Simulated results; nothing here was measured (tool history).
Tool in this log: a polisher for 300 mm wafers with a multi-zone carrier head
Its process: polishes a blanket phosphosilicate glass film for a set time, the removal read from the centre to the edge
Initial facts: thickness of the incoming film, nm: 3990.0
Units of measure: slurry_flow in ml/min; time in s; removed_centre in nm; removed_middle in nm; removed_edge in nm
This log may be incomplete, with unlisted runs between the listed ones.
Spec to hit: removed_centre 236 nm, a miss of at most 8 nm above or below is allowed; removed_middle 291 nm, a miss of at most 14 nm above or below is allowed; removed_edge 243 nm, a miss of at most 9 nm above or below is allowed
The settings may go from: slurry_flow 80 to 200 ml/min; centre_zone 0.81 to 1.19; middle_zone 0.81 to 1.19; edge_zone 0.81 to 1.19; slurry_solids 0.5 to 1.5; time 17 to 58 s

| run | hour | slurry_flow | centre_zone | middle_zone | edge_zone | slurry_solids | time | removed_centre | removed_middle | removed_edge |
|---|---|---|---|---|---|---|---|---|---|---|
| 1 | 0 | 130 | 1 | 1 | 1 | 1 | 37 | 455.26 | 455.2 | 458.62 |
| 2 | 7.4 | 130 | 1.08 | 1 | 1 | 1 | 37 | 487.57 | 453.51 | 460.68 |
| 3 | 15.6 | 125 | 1.04 | 1.03 | 0.97 | 0.9 | 34 | 412.21 | 406.91 | 400.43 |
| 4 | 20.3 | 125 | 1.01 | 1.06 | 0.94 | 0.8 | 31 | 334.26 | 361.14 | 341.16 |
| 5 | 28.1 | 125 | 1.01 | 1.06 | 0.94 | 0.6 | 31 | 291.72 | 304.65 | 288.62 |
| 6 | 28.8 | 125 | 0.94 | 1.06 | 0.94 | 0.6 | 31 | 265.22 | 309.97 | 289.3 |
|  | 29.6 | edge zone pressure recalibrated |
| 7 | 29.6 | 100 | 0.94 | 1.13 | 0.84 | 0.5 | 29 | 208.95 | 248.72 | 212.34 |
| 8 | 30.6 | 135 | 0.93 | 1.14 | 0.89 | 0.5 | 29 | 225.61 | 265.65 | 230.72 |
| 9 | 39 | 140 | 0.93 | 1.15 | 0.89 | 0.5 | 29 | 226.04 | 277.21 | 233.77 |
| 10 | 41.1 | 145 | 0.93 | 1.15 | 0.89 | 0.5 | 29 | 231.12 | 281.64 | 231.4 |

Below are 5 possible settings for the next run. Only one of them brings all results inside the allowed miss of their targets. Which is it?
| A | 43.2 | 95 | 0.91 | 0.97 | 1.06 | 0.7 | 28 | ? | ? | ? |
| B | 43.2 | 145 | 0.85 | 1.17 | 0.96 | 0.5 | 30 | ? | ? | ? |
| C | 43.2 | 155 | 0.94 | 1.17 | 0.97 | 0.5 | 29 | ? | ? | ? |
| D | 43.2 | 155 | 0.94 | 1.19 | 0.86 | 0.55 | 26 | ? | ? | ? |
| E | 43.2 | 125 | 0.9 | 1.11 | 1.06 | 0.55 | 30 | ? | ? | ? |

| move | removed_centre | removed_middle | removed_edge |
|---|---|---|---|
| A | 237.14 | 256.85 | 273.47 |
| B | 218.39 | 291.24 | 246.7 |
| C | 235.8 | 285.08 | 241.53 |
| D | 225.14 | 276.2 | 221.92 |
| E | 236.62 | 286.9 | 265.68 |
A: the result that was furthest off in the last run now lies on the other side of its target
B: brings the last run's worst result on target, with another outside its allowed miss
C: hits every target within its allowed miss
D: misses by more than the last run did
E: the result that was furthest off in the last run now lies on the other side of its target
C is the move that brings every result within its allowed miss.
